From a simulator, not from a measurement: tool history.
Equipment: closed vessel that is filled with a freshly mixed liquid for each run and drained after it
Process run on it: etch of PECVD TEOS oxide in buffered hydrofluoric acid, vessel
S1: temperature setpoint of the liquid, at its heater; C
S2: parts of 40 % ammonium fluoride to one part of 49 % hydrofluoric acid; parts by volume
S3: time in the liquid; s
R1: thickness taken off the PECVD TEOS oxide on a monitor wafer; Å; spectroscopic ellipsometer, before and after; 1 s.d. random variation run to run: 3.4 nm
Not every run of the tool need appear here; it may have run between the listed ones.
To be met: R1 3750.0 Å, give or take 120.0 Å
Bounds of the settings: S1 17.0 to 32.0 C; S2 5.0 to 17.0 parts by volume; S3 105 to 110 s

run	hour	S1	S2	S3	R1
1	0.0	24.0	10.5	105	3247.5
2	3.6	24.5	10.5	105	3343.4
3	6.0	24.5	11.5	105	3079.2
4	12.4	24.5	11.5	110	3266.8
5	15.6	24.5	11.5	105	3075.5
6	16.7	25.0	11.5	105	3122.6
7	20.6	25.5	11.5	105	3221.8
8	22.8	26.0	11.5	105	3342.0
9	26.1	26.5	11.5	105	3411.8

Which one of the following 4 next-run settings gets every result inside its allowed miss? There is exactly one.
A	29.4	26.5	11.0	110	?
B	29.4	25.5	11.0	110	?
C	29.4	26.0	13.0	105	?
D	29.4	26.0	11.5	110	?

move	R1
A	3760.9
B	3563.8
C	2968.6
D	3505.9
A: every result within its allowed miss
B: moves toward the targets from the last run without getting all of them in spec
C: lands further from the targets than the last run did
D: moves toward the targets from the last run without getting all of them in spec
Move A is the one to make.

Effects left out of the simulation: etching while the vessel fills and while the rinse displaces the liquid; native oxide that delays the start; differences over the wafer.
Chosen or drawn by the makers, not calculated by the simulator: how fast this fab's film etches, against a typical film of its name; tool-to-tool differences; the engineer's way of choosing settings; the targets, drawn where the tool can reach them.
